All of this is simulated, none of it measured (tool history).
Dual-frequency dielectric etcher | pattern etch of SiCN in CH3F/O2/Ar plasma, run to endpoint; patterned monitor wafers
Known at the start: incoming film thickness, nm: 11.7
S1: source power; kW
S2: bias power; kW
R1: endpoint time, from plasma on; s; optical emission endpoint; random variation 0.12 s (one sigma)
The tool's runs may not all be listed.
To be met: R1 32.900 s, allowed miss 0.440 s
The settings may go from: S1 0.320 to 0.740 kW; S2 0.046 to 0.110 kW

run  hour     S1     S2      R1
  1   0.0  0.530  0.078  27.868
  2   8.5  0.580  0.078  27.045
  3  16.4  0.540  0.076  28.004
  4  23.7  0.500  0.075  28.933
  5  28.7  0.500  0.064  30.710
  6  32.5  0.500  0.077  28.836
  7  33.4  0.470  0.077  29.511
  8  42.3  0.450  0.077  30.197
  9  46.1  0.430  0.077  31.032

4 next moves are on the table. One of them brings every result within its allowed miss. Which?
  A  49.9  0.370  0.081   ?
  B  49.9  0.490  0.075   ?
  C  49.9  0.520  0.070   ?
  D  49.9  0.480  0.077   ?

move      R1
   A  32.635
   B  29.279
   C  29.173
   D  29.289
A: meets every target
B: further off than the last run
C: further off than the last run
D: further off than the last run
Answer: A

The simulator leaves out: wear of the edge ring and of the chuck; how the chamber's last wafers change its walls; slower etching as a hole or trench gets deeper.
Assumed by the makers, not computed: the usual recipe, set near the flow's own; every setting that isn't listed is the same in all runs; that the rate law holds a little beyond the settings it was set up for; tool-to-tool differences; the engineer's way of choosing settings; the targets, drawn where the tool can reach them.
